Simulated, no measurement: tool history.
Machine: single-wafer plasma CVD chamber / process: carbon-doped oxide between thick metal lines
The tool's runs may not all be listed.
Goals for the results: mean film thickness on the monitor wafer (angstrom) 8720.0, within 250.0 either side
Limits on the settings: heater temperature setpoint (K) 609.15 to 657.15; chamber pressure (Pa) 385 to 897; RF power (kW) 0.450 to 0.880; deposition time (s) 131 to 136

run	hour	heater temperature setpoint (K)	chamber pressure (Pa)	RF power (kW)	deposition time (s)	mean film thickness on the monitor wafer (angstrom)
1	0.0	633.15	641	0.665	131	7312.7
2	1.6	633.15	641	0.665	131	7312.2
3	7.2	633.15	641	0.665	131	7333.6
4	13.0	633.15	641	0.665	136	7595.2
5	19.2	632.15	661	0.690	136	7920.2
6	23.0	632.15	661	0.690	131	7554.1
7	26.6	632.15	684	0.710	131	7731.0
8	28.7	632.15	701	0.730	131	7989.5
9	31.4	632.15	720	0.740	131	8099.8
10	39.2	632.15	737	0.750	131	8062.0
11	46.7	631.15	740	0.765	131	8294.8

Consider the 5 candidate settings below. Which is the only one whose results all fall within their allowed miss of target?
A	54.2	645.15	897	0.785	131	?
B	54.2	636.15	824	0.675	136	?
C	54.2	621.15	727	0.760	135	?
D	54.2	633.15	685	0.785	131	?
E	54.2	622.15	773	0.710	131	?

move	mean film thickness on the monitor wafer (angstrom)
A	8322.1
B	7923.7
C	8640.5
D	8252.4
E	8072.4
A: closes in on the targets versus the last run, not all within tolerance yet
B: lands further from the targets than the last run did
C: hits every target within its allowed miss
D: lands further from the targets than the last run did
E: lands further from the targets than the last run did
Answer: C
